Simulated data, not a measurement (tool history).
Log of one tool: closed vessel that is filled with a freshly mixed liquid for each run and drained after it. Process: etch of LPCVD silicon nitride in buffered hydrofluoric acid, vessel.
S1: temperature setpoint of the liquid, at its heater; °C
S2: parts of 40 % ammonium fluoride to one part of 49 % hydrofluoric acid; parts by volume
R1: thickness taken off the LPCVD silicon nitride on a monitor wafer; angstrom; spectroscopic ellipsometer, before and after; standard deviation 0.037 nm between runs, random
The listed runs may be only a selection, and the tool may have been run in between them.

run 1 hour=0 | S1=24 S2=19 time_in_the_liquid_(s)=640 | R1=47.927
run 2 hour=8.4 | S1=23 S2=19 time_in_the_liquid_(s)=640 | R1=45.223
run 3 hour=10 | S1=23 S2=19 time_in_the_liquid_(s)=435 | R1=30.498
run 4 hour=11.7 | S1=23.5 S2=19 time_in_the_liquid_(s)=435 | R1=30.989
run 5 hour=13.3 | S1=23.5 S2=15.5 time_in_the_liquid_(s)=435 | R1=38.584
run 6 hour=22.3 | S1=23.5 S2=13.5 time_in_the_liquid_(s)=435 | R1=43.298
run 7 hour=26.8 | S1=23 S2=13.5 time_in_the_liquid_(s)=435 | R1=42.431

What does the tool deliver on the next run?
run 8 hour=34.6 | S1=22.5 S2=13.5 time_in_the_liquid_(s)=435 | R1=?

Run 8 gave R1 41.459 angstrom.

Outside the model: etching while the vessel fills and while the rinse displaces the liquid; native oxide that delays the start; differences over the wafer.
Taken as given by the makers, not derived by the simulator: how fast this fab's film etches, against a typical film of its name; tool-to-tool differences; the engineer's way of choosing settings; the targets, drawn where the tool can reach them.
